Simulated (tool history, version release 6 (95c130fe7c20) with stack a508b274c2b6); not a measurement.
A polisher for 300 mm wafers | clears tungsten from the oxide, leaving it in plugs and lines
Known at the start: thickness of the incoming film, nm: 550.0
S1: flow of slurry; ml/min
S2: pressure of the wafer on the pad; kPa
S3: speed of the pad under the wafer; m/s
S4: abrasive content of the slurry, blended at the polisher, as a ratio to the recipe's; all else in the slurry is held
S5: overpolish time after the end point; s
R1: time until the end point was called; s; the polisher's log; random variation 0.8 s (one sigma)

run 1 hour=0 | S1=135 S2=28.3 S3=1.34 S4=1 S5=9 | R1=79.708
run 2 hour=2.5 | S1=135 S2=28.3 S3=1.34 S4=0.8 S5=9 | R1=82.979
run 3 hour=6.9 | S1=105 S2=28.3 S3=1.34 S4=0.8 S5=9 | R1=88.553
run 4 hour=8.4 | S1=110 S2=29 S3=1.34 S4=0.8 S5=9 | R1=85.67
run 5 hour=10.7 | S1=110 S2=29 S3=1.34 S4=0.65 S5=9 | R1=90.248
run 6 hour=16.8 | S1=115 S2=29.6 S3=1.34 S4=0.65 S5=9 | R1=87.074
run 7 hour=24.7 | S1=120 S2=30.3 S3=1.34 S4=0.65 S5=9 | R1=85.883
run 8 hour=31.9 | S1=120 S2=31 S3=1.34 S4=0.65 S5=9 | R1=85.468
run 9 hour=38.2 | S1=120 S2=31.7 S3=1.34 S4=0.65 S5=9 | R1=82.895

The next listed run, before its measurement:
run 10 hour=38.8 | S1=120 S2=32.4 S3=1.34 S4=0.65 S5=9 | R1=?

Run 10 gave R1 81.491 s.

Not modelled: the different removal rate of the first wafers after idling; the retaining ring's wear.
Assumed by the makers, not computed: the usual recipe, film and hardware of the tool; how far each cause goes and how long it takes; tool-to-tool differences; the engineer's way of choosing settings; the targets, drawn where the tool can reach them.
